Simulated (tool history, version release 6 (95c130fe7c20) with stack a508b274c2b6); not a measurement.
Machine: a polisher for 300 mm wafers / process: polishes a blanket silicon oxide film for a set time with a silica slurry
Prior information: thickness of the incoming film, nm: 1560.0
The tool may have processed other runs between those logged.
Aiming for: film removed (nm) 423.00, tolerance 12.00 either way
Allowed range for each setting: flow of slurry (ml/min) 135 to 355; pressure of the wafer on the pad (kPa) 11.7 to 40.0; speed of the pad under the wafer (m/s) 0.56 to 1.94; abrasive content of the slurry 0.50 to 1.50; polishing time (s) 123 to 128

run	hour	flow of slurry (ml/min)	pressure of the wafer on the pad (kPa)	speed of the pad under the wafer (m/s)	abrasive content of the slurry	polishing time (s)	film removed (nm)
1	0.0	225	25.5	1.24	1.00	123	354.99
2	6.6	225	26.2	1.24	1.00	123	363.91
3	9.7	225	26.2	1.24	0.90	123	349.25
4	12.5	225	26.2	1.24	0.90	128	355.00
5	16.2	225	26.9	1.24	0.90	128	368.68
6	23.1	225	26.9	1.24	1.00	128	390.03
7	26.6	235	28.3	1.24	1.00	128	411.78
8	33.3	235	28.3	1.24	1.00	128	410.77

Of the 5 settings listed for the next run, only one would bring every result within its allowed miss of target. Which one?
A	40.0	250	29.0	1.20	1.00	123	?
B	40.0	240	28.3	1.34	1.00	126	?
C	40.0	235	31.7	1.12	0.85	128	?
D	40.0	300	24.1	1.30	1.10	128	?
E	40.0	235	29.0	1.04	1.20	128	?

move	film removed (nm)
A	397.11
B	427.47
C	393.38
D	394.41
E	403.10
A: moves away from the targets compared with the last run
B: every result within its allowed miss
C: moves away from the targets compared with the last run
D: moves away from the targets compared with the last run
E: moves away from the targets compared with the last run
B is the move that brings every result within its allowed miss.

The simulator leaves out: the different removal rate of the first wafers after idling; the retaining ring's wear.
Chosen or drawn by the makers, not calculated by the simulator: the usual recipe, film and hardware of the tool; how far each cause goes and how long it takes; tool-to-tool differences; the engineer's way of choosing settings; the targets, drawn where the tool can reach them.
